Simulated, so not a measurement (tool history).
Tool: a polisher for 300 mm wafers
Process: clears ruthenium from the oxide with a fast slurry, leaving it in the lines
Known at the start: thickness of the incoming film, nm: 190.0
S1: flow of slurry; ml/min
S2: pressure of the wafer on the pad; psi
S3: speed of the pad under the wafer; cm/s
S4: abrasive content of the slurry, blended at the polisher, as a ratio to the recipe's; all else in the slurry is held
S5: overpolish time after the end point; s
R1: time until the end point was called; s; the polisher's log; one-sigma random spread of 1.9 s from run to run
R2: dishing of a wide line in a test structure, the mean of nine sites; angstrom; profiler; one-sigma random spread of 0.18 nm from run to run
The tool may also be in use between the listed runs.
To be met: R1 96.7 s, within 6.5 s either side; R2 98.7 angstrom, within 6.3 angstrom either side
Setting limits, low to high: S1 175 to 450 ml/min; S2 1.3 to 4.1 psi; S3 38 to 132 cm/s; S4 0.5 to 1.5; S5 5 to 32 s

{"run": 1, "hour": 0.0, "S1": 290, "S2": 2.7, "S3": 84, "S4": 1, "S5": 16, "R1": 63.005, "R2": 442.9}
{"run": 2, "hour": 3.6, "S1": 290, "S2": 2.6, "S3": 78, "S4": 1, "S5": 14, "R1": 70.853, "R2": 355.03}
{"run": 3, "hour": 4.8, "S1": 290, "S2": 2.5, "S3": 74, "S4": 1, "S5": 13, "R1": 76.984, "R2": 309.75}
{"run": 4, "hour": 10.6, "S1": 295, "S2": 2.4, "S3": 70, "S4": 1.05, "S5": 12, "R1": 79.896, "R2": 270.54}
{"run": 5, "hour": 13.7, "S1": 295, "S2": 2.4, "S3": 70, "S4": 0.95, "S5": 12, "R1": 86.824, "R2": 256.18}
{"run": 6, "hour": 16.1, "S1": 295, "S2": 2.4, "S3": 90, "S4": 0.95, "S5": 12, "R1": 68.757, "R2": 319.23}
{"run": 7, "hour": 23.8, "S1": 320, "S2": 2.2, "S3": 84, "S4": 1.05, "S5": 11, "R1": 75.786, "R2": 269.1}
{"run": 8, "hour": 26.7, "S1": 340, "S2": 2.1, "S3": 80, "S4": 1.1, "S5": 10, "R1": 78.46, "R2": 233.06}
{"run": 9, "hour": 29.8, "S1": 360, "S2": 2, "S3": 76, "S4": 1.15, "S5": 9, "R1": 82.313, "R2": 198.66}
{"run": 10, "hour": 35.1, "S1": 375, "S2": 1.9, "S3": 74, "S4": 1.2, "S5": 8, "R1": 88.962, "R2": 170.89}
{"run": 11, "hour": 38.8, "S1": 385, "S2": 1.8, "S3": 74, "S4": 1.25, "S5": 8, "R1": 89.358, "R2": 167.24}
{"run": 12, "hour": 43.5, "S1": 395, "S2": 1.7, "S3": 72, "S4": 1.3, "S5": 8, "R1": 93.56, "R2": 156.12}
{"run": 13, "hour": 50.8, "S1": 405, "S2": 1.6, "S3": 72, "S4": 1.35, "S5": 8, "R1": 99.841, "R2": 149.01}
{"run": 14, "hour": 59.8, "S1": 410, "S2": 1.6, "S3": 70, "S4": 1.35, "S5": 8, "R1": 101.72, "R2": 145.68}
{"run": 15, "hour": 60.7, "S1": 415, "S2": 1.6, "S3": 70, "S4": 1.35, "S5": 8, "R1": 100.72, "R2": 148.15}
{"run": 16, "hour": 64.0, "S1": 420, "S2": 1.6, "S3": 70, "S4": 1.35, "S5": 8, "R1": 103.16, "R2": 147.79}
{"run": 17, "hour": 70.8, "S1": 380, "S2": 1.6, "S3": 68, "S4": 1.35, "S5": 8, "R1": 105.16, "R2": 143.94}
{"run": 18, "hour": 79.1, "S1": 390, "S2": 1.6, "S3": 68, "S4": 1.35, "S5": 8, "R1": 104.38, "R2": 138.16}
{"run": 19, "hour": 85.9, "S1": 355, "S2": 1.6, "S3": 68, "S4": 1.35, "S5": 8, "R1": 105.66, "R2": 140.26}
{"run": 20, "hour": 93.3, "S1": 365, "S2": 1.6, "S3": 68, "S4": 1.35, "S5": 8, "R1": 106.8, "R2": 139.01}
{"run": 21, "hour": 97.6, "S1": 380, "S2": 1.6, "S3": 68, "S4": 1.35, "S5": 8, "R1": 107.75, "R2": 143.71}
{"run": 22, "hour": 99.5, "S1": 380, "S2": 1.6, "S3": 68, "S4": 1.35, "S5": 8, "R1": 106.35, "R2": 141.31}
{"run": 23, "hour": 103.0, "S1": 390, "S2": 1.6, "S3": 68, "S4": 1.35, "S5": 8, "R1": 101.31, "R2": 143.76}
{"run": 24, "hour": 108.1, "S1": 450, "S2": 1.3, "S3": 64, "S4": 1.35, "S5": 5, "R1": 130.55, "R2": 72.163}
{"run": 25, "hour": 110.5, "S1": 450, "S2": 1.7, "S3": 72, "S4": 1.5, "S5": 5, "R1": 88.134, "R2": 105.23}

Which single option among these 4 for the next run brings every result within its allowed miss of target? Just one does.
{"run": "A", "hour": 112.9, "S1": 450, "S2": 1.3, "S3": 88, "S4": 1.45, "S5": 5, "R1": "?", "R2": "?"}
{"run": "B", "hour": 112.9, "S1": 370, "S2": 2, "S3": 72, "S4": 1.5, "S5": 5, "R1": "?", "R2": "?"}
{"run": "C", "hour": 112.9, "S1": 450, "S2": 1.6, "S3": 70, "S4": 1.3, "S5": 6, "R1": "?", "R2": "?"}
{"run": "D", "hour": 112.9, "S1": 450, "S2": 1.8, "S3": 74, "S4": 1.5, "S5": 5, "R1": "?", "R2": "?"}

move=A R1=98.298 R2=101.57
move=B R1=81.509 R2=121.88
move=C R1=107.19 R2=111.5
move=D R1=86.361 R2=115.22
A: every result lands within tolerance
B: lands further from the targets than the last run did
C: takes the result that was furthest off past its target
D: lands further from the targets than the last run did
Go with A: it meets all targets.
